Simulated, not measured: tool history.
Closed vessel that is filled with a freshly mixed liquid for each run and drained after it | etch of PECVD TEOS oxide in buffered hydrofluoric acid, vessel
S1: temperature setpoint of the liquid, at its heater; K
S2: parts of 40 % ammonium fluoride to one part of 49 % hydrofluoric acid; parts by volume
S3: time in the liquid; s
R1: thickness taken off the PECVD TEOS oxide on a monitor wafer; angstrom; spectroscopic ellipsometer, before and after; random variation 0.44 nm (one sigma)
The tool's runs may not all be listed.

run  hour      S1  S2  S3      R1
  1     0  297.15  20  95  655.26
  2   7.4  295.65  20  95  597.36
  3  10.7  297.15  20  95  649.97
  4    13  297.15  18  95  708.07
  5  22.1  295.65  18  95  664.85
  6  23.5  294.15  18  95  618.96
  7  27.4  293.15  18  95  571.98

Run 8 comes next. What will it give?
  8  34.7  292.65  18  95   ?

Run 8 gave R1 553.58 angstrom.

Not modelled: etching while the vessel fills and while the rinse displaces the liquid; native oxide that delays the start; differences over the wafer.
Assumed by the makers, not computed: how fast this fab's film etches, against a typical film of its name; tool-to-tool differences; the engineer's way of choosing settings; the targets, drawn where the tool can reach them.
